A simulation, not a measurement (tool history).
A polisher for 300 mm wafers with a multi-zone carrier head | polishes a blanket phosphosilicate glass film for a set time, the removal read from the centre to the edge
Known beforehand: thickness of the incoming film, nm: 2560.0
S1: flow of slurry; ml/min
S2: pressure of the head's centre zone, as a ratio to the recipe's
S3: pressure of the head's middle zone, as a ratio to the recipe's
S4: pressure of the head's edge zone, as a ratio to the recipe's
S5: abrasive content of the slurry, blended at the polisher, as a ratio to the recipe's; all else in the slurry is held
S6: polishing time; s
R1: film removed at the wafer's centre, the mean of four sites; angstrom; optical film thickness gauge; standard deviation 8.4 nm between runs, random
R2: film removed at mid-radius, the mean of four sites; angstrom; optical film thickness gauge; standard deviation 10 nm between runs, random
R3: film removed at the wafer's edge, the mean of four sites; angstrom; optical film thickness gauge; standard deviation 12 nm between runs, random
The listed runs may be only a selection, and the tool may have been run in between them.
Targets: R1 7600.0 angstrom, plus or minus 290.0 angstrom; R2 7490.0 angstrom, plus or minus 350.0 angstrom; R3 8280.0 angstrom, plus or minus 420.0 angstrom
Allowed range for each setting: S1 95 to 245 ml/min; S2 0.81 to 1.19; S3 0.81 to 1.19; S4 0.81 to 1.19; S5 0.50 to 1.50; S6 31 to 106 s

run,hour,S1,S2,S3,S4,S5,S6,R1,R2,R3
1,0.0,155,1.00,1.00,1.00,1.00,68,5517.2,5741.9,5620.3
2,1.8,160,1.00,0.99,1.05,1.15,69,5998.0,6243.8,6027.6
3,7.5,150,0.98,0.93,1.08,1.25,74,6245.6,6379.2,6834.6
4,13.6,150,0.98,0.99,1.08,1.25,74,6265.0,6789.9,6804.7
5,20.6,160,0.98,0.96,1.10,1.35,75,6659.1,6782.7,7191.4
6,28.0,165,0.98,0.96,1.11,1.40,77,7184.9,7305.7,7420.8
7,29.4,160,0.98,0.94,1.12,1.45,78,7168.4,7231.8,7797.5
8,30.6,160,0.98,0.94,1.13,1.45,79,7193.1,7257.2,7663.6
9,39.4,160,0.98,0.94,1.13,1.45,79,7267.8,7443.8,7809.5

Which one of the following 5 next-run settings gets every result inside its allowed miss? There is exactly one.
A,48.2,180,1.09,0.89,1.14,1.50,81,?,?,?
B,48.2,245,1.07,1.07,1.14,1.45,79,?,?,?
C,48.2,200,0.98,0.94,1.06,1.50,73,?,?,?
D,48.2,165,0.99,0.93,1.11,1.50,81,?,?,?
E,48.2,195,1.12,0.98,1.05,1.45,75,?,?,?

move,R1,R2,R3
A,8572.0,7421.9,8462.8
B,8536.7,8257.7,8427.8
C,7075.5,7003.6,7442.0
D,7645.6,7477.0,8249.5
E,8189.1,7239.7,7500.9
A: carries the result that was furthest off beyond its target, to the other side
B: carries the result that was furthest off beyond its target, to the other side
C: its largest miss is bigger than the last run's
D: every result lands within tolerance
E: carries the result that was furthest off beyond its target, to the other side
So the answer is move D, the one that meets all the targets.
